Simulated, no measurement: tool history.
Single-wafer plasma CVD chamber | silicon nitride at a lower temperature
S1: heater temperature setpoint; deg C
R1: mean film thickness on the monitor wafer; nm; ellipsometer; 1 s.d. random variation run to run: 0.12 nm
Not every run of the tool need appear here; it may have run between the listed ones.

run 1 day=0.000 | S1=355 chamber_pressure_(mTorr)=1100 RF_power_(W)=365 deposition_time_(s)=36.1 | R1=43.089
run 2 day=0.042 | S1=361 chamber_pressure_(mTorr)=1100 RF_power_(W)=365 deposition_time_(s)=36.1 | R1=43.051
run 3 day=0.142 | S1=361 chamber_pressure_(mTorr)=1160 RF_power_(W)=375 deposition_time_(s)=36.2 | R1=44.297
run 4 day=0.496 | S1=361 chamber_pressure_(mTorr)=1200 RF_power_(W)=385 deposition_time_(s)=36.3 | R1=45.511
run 5 day=0.533 | S1=361 chamber_pressure_(mTorr)=1230 RF_power_(W)=395 deposition_time_(s)=36.4 | R1=46.521
run 6 day=0.733 | S1=361 chamber_pressure_(mTorr)=1260 RF_power_(W)=400 deposition_time_(s)=36.5 | R1=47.262

The next listed run, before its measurement:
run 7 day=0.825 | S1=361 chamber_pressure_(mTorr)=1280 RF_power_(W)=405 deposition_time_(s)=36.5 | R1=?

{"run 7": {"R1": 47.717}}
